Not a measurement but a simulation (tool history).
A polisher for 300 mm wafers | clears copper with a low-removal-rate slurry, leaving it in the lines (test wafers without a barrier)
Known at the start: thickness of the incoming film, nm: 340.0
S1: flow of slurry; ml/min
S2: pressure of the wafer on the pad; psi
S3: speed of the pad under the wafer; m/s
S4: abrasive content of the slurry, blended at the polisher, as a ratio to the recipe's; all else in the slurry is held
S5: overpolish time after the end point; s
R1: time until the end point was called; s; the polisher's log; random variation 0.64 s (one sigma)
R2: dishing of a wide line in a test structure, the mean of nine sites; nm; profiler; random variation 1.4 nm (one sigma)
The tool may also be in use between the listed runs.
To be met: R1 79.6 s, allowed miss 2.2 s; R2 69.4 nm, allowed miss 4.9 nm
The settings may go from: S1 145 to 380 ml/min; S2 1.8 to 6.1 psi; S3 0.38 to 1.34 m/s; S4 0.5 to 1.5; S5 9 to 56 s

run	hour	S1	S2	S3	S4	S5	R1	R2
1	0	245	3.9	0.86	1	29	107.17	49.73
2	6.9	245	3.9	0.86	1.1	29	105.67	50.237
3	7.7	245	3.5	0.86	1.1	29	113.28	48.296
4	14.5	245	3.7	0.86	1.1	30	110.31	50.066
5	23.2	210	3.7	0.86	1.1	30	112.73	51.488
6	24	220	3.9	0.86	1.1	31	106.03	51.522
7	32.2	225	4	0.86	1.1	32	104.7	55.655
8	38.9	230	5.1	0.86	1.1	31	84.254	62.111
9	40.3	240	5.2	0.86	1.1	33	82.86	66.807

4 next moves are on the table. One of them brings every result within its allowed miss. Which?
A	41.7	235	6	0.84	1.2	45	?	?
B	41.7	200	5	0.88	1.1	37	?	?
C	41.7	220	5.5	0.86	1.1	54	?	?
D	41.7	190	5.8	0.9	0.8	34	?	?

move	R1	R2
A	71.735	79.967
B	84.18	66.561
C	77.931	82.022
D	77.748	67.392
A: takes the result that was furthest off past its target
B: further off than the last run
C: brings the result that was furthest off to its target, and leaves another outside
D: meets every target
The right move is D.

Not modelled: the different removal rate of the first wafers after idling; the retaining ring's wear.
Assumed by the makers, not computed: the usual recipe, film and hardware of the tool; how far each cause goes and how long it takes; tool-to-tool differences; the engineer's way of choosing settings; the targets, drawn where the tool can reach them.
